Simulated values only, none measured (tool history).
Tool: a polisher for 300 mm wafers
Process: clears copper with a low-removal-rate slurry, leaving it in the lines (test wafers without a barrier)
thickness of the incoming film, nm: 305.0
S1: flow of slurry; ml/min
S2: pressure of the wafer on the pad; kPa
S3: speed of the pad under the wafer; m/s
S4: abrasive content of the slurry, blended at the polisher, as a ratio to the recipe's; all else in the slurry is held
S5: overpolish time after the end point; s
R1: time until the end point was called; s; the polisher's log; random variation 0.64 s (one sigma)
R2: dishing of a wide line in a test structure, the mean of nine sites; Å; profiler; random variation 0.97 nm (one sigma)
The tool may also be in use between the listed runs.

{"run": 1, "day": 0.0, "S1": 165, "S2": 14.5, "S3": 1.36, "S4": 1.0, "S5": 24, "R1": 99.921, "R2": 484.43}
{"run": 2, "day": 0.121, "S1": 170, "S2": 15.2, "S3": 1.36, "S4": 1.0, "S5": 23, "R1": 95.989, "R2": 487.69}
{"run": 3, "day": 0.367, "S1": 155, "S2": 15.2, "S3": 1.36, "S4": 1.0, "S5": 23, "R1": 95.843, "R2": 488.58}
{"run": 4, "day": 0.467, "S1": 155, "S2": 15.9, "S3": 1.36, "S4": 1.0, "S5": 22, "R1": 94.534, "R2": 490.47}
{"run": 5, "day": 0.7, "S1": 155, "S2": 15.9, "S3": 1.68, "S4": 1.0, "S5": 22, "R1": 75.451, "R2": 564.97}
{"run": 6, "day": 0.85, "S1": 160, "S2": 16.5, "S3": 1.68, "S4": 1.0, "S5": 22, "R1": 73.154, "R2": 586.13}

Run 7 comes next. What will it give?
{"run": 7, "day": 0.942, "S1": 160, "S2": 17.2, "S3": 1.68, "S4": 1.0, "S5": 21, "R1": "?", "R2": "?"}

Run 7 gave R1 71.487 s, R2 587.89 Å.

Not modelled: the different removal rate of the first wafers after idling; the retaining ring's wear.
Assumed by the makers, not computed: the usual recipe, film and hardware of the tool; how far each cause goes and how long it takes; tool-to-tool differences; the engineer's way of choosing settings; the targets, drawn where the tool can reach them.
